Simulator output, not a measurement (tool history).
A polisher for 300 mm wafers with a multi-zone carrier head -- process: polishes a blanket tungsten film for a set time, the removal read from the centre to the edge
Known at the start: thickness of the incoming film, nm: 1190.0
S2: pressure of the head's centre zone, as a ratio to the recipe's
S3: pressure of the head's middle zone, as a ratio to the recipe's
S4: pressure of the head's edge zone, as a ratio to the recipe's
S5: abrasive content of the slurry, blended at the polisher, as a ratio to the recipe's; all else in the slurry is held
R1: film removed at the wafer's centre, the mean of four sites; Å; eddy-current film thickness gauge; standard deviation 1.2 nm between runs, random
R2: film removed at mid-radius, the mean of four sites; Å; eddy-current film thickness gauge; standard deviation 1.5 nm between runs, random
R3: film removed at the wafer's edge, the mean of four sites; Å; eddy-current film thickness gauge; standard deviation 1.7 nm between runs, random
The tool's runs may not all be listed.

run 1 day=0.000 | flow_of_slurry_(ml/min)=260 S2=1.00 S3=1.00 S4=1.00 S5=1.00 polishing_time_(s)=36 | R1=2418.0 R2=2405.0 R3=2489.8
run 2 day=0.071 | flow_of_slurry_(ml/min)=265 S2=1.03 S3=1.02 S4=0.95 S5=0.85 polishing_time_(s)=30 | R1=2017.5 R2=1947.9 R3=1906.2
run 3 day=0.267 | flow_of_slurry_(ml/min)=265 S2=1.03 S3=0.94 S4=0.95 S5=0.85 polishing_time_(s)=30 | R1=1979.3 R2=1800.4 R3=1882.6
run 4 day=0.350 | flow_of_slurry_(ml/min)=275 S2=1.03 S3=0.97 S4=0.91 S5=0.75 polishing_time_(s)=27 | R1=1749.9 R2=1604.8 R3=1575.4
run 5 day=0.612 | flow_of_slurry_(ml/min)=275 S2=1.03 S3=0.97 S4=0.91 S5=0.75 polishing_time_(s)=34 | R1=2190.0 R2=2025.7 R3=1957.3
run 6 day=0.842 | flow_of_slurry_(ml/min)=290 S2=1.01 S3=0.97 S4=0.88 S5=0.65 polishing_time_(s)=31 | R1=1849.0 R2=1726.6 R3=1686.5
run 7 day=1.029 | flow_of_slurry_(ml/min)=285 S2=1.01 S3=0.99 S4=0.86 S5=0.60 polishing_time_(s)=28 | R1=1636.3 R2=1559.6 R3=1460.4
run 8 day=1.221 | flow_of_slurry_(ml/min)=280 S2=1.01 S3=1.00 S4=0.84 S5=0.55 polishing_time_(s)=27 | R1=1508.2 R2=1465.3 R3=1344.6

For run 9, what comes out?
run 9 day=1.588 | flow_of_slurry_(ml/min)=265 S2=1.02 S3=1.00 S4=0.83 S5=0.55 polishing_time_(s)=26 | R1=? R2=? R3=?

R1: 1460.7 Å
R2: 1397.4 Å
R3: 1300.9 Å
